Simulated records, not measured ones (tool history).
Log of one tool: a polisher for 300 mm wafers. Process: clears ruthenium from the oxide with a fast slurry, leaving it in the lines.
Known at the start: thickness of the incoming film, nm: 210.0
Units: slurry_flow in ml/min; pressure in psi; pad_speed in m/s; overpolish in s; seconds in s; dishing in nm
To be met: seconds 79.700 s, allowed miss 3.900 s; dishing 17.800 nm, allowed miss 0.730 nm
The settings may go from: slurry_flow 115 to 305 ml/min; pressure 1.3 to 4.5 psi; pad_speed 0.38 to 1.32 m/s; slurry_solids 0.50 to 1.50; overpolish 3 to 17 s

| run | hour | slurry_flow | pressure | pad_speed | slurry_solids | overpolish | seconds | dishing |
|---|---|---|---|---|---|---|---|---|
| 1 | 0.0 | 195 | 2.9 | 0.84 | 1.00 | 9 | 72.367 | 21.628 |
| 2 | 7.1 | 230 | 2.9 | 0.84 | 1.00 | 9 | 69.841 | 22.093 |
| 3 | 10.6 | 200 | 2.9 | 0.84 | 1.00 | 9 | 71.503 | 21.127 |
| 4 | 15.6 | 200 | 2.3 | 0.84 | 1.00 | 9 | 89.842 | 17.305 |
| 5 | 20.3 | 205 | 2.3 | 0.84 | 1.00 | 9 | 89.704 | 17.768 |
| 6 | 24.1 | 170 | 2.3 | 0.84 | 1.00 | 9 | 93.640 | 17.159 |
| 7 | 29.8 | 180 | 2.3 | 0.84 | 1.00 | 9 | 90.537 | 17.797 |
| 8 | 30.4 | 185 | 2.4 | 0.84 | 1.00 | 9 | 85.396 | 18.549 |

Which of these 5 next moves meets every target?
| A | 31.0 | 190 | 2.4 | 0.84 | 0.75 | 10 | ? | ? |
| B | 31.0 | 170 | 2.5 | 0.76 | 1.05 | 10 | ? | ? |
| C | 31.0 | 185 | 2.3 | 1.04 | 0.90 | 8 | ? | ? |
| D | 31.0 | 170 | 2.3 | 0.88 | 1.05 | 10 | ? | ? |
| E | 31.0 | 200 | 2.3 | 0.80 | 1.10 | 11 | ? | ? |

| move | seconds | dishing |
|---|---|---|
| A | 99.347 | 17.769 |
| B | 92.782 | 18.832 |
| C | 80.583 | 17.561 |
| D | 88.940 | 19.514 |
| E | 92.292 | 20.486 |
A: further off than the last run
B: further off than the last run
C: meets every target
D: further off than the last run
E: further off than the last run
Move C is the one to make.
